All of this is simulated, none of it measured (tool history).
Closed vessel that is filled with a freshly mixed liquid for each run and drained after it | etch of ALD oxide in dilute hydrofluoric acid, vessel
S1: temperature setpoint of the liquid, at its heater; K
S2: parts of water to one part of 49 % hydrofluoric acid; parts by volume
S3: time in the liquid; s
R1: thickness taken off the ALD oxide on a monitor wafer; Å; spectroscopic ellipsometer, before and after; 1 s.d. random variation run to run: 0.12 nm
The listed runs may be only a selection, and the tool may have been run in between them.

run	hour	S1	S2	S3	R1
1	0.0	293.15	285	415	191.97
2	4.2	295.65	285	415	210.07
3	10.8	295.65	285	415	210.12
4	19.0	292.15	285	415	184.79
5	19.9	290.15	285	415	171.44
6	28.6	293.65	285	415	195.47
7	37.3	296.15	285	415	214.68
8	39.5	297.65	285	415	225.02
9	42.8	298.65	285	415	231.57
10	49.6	299.65	280	415	249.35

Run 11, settings as shown, results not yet in. Your forecast:
11	56.3	300.15	280	415	?

{"run 11": {"R1": 253.32}}

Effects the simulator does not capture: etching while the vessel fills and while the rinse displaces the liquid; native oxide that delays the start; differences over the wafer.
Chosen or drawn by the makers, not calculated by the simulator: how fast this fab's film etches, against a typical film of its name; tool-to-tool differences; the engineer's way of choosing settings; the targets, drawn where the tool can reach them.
